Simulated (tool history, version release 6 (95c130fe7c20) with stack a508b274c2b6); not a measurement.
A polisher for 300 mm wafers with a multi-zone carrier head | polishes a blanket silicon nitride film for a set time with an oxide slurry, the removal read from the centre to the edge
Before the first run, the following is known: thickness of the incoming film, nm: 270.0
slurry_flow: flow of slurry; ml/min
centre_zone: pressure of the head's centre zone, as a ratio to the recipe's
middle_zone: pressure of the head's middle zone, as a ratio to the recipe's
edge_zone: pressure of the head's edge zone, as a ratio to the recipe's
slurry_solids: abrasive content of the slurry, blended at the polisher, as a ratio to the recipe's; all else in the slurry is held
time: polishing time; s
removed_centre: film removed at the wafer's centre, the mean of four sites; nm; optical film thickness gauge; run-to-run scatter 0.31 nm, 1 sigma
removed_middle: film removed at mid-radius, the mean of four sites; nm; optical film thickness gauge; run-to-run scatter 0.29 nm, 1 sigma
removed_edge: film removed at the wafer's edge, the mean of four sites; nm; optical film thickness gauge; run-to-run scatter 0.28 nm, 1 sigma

| run | hour | slurry_flow | centre_zone | middle_zone | edge_zone | slurry_solids | time | removed_centre | removed_middle | removed_edge |
|---|---|---|---|---|---|---|---|---|---|---|
| 1 | 0 | 160 | 1 | 1 | 1 | 1 | 55 | 32.949 | 32.821 | 32.556 |
| 2 | 6.1 | 160 | 1 | 1 | 1 | 0.8 | 55 | 29.58 | 29.507 | 29.532 |
| 3 | 12.3 | 180 | 1.04 | 1.03 | 1.04 | 0.85 | 55 | 32.817 | 31.603 | 31.52 |
| 4 | 13.8 | 195 | 1.06 | 1.05 | 1.06 | 0.85 | 55 | 33.517 | 32.352 | 32.566 |
| 5 | 16.1 | 205 | 1.09 | 1.07 | 1.06 | 0.85 | 55 | 35.331 | 32.719 | 32.539 |
| 6 | 22 | 215 | 1.1 | 1.09 | 1.07 | 0.85 | 55 | 35.956 | 33.89 | 32.448 |

What will run 7 give?
| 7 | 27 | 220 | 1.11 | 1.09 | 1.09 | 0.85 | 55 | ? | ? | ? |

{"run 7": {"removed_centre": 36.137, "removed_middle": 33.948, "removed_edge": 32.296}}

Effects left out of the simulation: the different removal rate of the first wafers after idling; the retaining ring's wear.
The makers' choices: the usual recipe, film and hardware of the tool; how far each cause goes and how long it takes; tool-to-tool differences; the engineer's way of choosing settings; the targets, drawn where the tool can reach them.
